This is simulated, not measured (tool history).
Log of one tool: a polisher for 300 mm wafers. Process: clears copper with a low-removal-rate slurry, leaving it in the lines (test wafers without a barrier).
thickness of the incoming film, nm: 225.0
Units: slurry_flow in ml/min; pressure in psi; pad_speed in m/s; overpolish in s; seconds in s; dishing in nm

run  hour  slurry_flow  pressure  pad_speed  slurry_solids  overpolish  seconds  dishing
  1   0.0          195       3.4       0.88           1.00          27   91.317   47.190
  2   2.3          195       3.4       0.88           0.85          27   97.563   46.134
  3   5.6          160       3.4       0.88           0.85          27   98.748   45.270
  4  12.7          160       3.4       0.88           0.85          15   95.803   28.023
  5  16.1          160       3.8       0.88           0.80          17   86.237   33.446
  6  23.6          160       3.8       0.88           0.80          27   88.281   49.924
  7  27.1          165       4.0       0.88           0.80          26   84.176   51.097
  8  30.0          170       4.2       0.88           0.80          25   80.467   51.153
  9  33.2          170       4.4       0.88           0.80          24   76.558   52.131

Run 10 comes next. What will it give?
 10  34.8          200       4.8       0.88           0.80          22        ?        ?

{"run 10": {"seconds": 69.578, "dishing": 50.927}}
